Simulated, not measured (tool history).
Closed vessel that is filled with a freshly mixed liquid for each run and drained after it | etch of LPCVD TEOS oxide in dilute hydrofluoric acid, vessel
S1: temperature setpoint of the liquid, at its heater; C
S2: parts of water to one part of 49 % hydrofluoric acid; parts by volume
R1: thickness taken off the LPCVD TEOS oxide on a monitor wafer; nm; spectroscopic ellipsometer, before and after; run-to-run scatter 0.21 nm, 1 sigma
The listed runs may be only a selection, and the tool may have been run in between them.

Run 1, hour 0: S1 26 C, S2 85 parts by volume, time in the liquid (s) 35. Result: R1 19.363 nm.
Run 2, hour 2: S1 26 C, S2 95 parts by volume, time in the liquid (s) 35. Result: R1 16.948 nm.
Run 3, hour 2.9: S1 26 C, S2 95 parts by volume, time in the liquid (s) 35. Result: R1 17.009 nm.
Run 4, hour 8.8: S1 29.5 C, S2 95 parts by volume, time in the liquid (s) 35. Result: R1 19.322 nm.
Run 5, hour 11.7: S1 30.5 C, S2 95 parts by volume, time in the liquid (s) 35. Result: R1 20.308 nm.
Run 6, hour 19.3: S1 30.5 C, S2 65 parts by volume, time in the liquid (s) 35. Result: R1 31.562 nm.

Predict the results of run 7:
Run 7, hour 25.7: S1 30.5 C, S2 65 parts by volume, time in the liquid (s) 35. Result: R1 ?.

R1: 31.209 nm

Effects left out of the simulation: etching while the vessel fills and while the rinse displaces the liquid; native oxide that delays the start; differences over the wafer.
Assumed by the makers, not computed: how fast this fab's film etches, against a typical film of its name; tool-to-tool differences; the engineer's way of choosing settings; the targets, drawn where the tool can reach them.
